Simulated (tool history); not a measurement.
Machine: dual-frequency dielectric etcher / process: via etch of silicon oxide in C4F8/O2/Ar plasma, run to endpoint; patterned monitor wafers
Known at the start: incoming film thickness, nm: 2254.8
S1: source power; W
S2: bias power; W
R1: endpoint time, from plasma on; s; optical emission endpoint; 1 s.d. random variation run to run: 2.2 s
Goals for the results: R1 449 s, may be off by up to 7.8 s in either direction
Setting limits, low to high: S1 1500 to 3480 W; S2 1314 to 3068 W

| run | hour | S1 | S2 | R1 |
|---|---|---|---|---|
| 1 | 0 | 2490 | 2191 | 404.55 |
| 2 | 9 | 2490 | 1868 | 435.13 |
| 3 | 14.5 | 2250 | 1868 | 459.47 |
| 4 | 20.8 | 2270 | 1870 | 456.87 |
| 5 | 25.2 | 2270 | 2061 | 436.02 |
| 6 | 30.8 | 2270 | 2334 | 417.66 |
| 7 | 38.3 | 1800 | 2266 | 471.76 |
| 8 | 41.7 | 2040 | 2291 | 437.7 |

5 next moves are on the table. One of them brings every result within its allowed miss. Which?
| A | 45.1 | 2170 | 2040 | ? |
| B | 45.1 | 2110 | 2299 | ? |
| C | 45.1 | 2000 | 2380 | ? |
| D | 45.1 | 2170 | 2221 | ? |
| E | 45.1 | 2020 | 2452 | ? |

| move | R1 |
|---|---|
| A | 451.95 |
| B | 433.74 |
| C | 439.11 |
| D | 434.31 |
| E | 430.88 |
A: all results in spec
B: moves away from the targets compared with the last run
C: an improvement on the last run, though not all results are within tolerance
D: moves away from the targets compared with the last run
E: moves away from the targets compared with the last run
A meets every target.
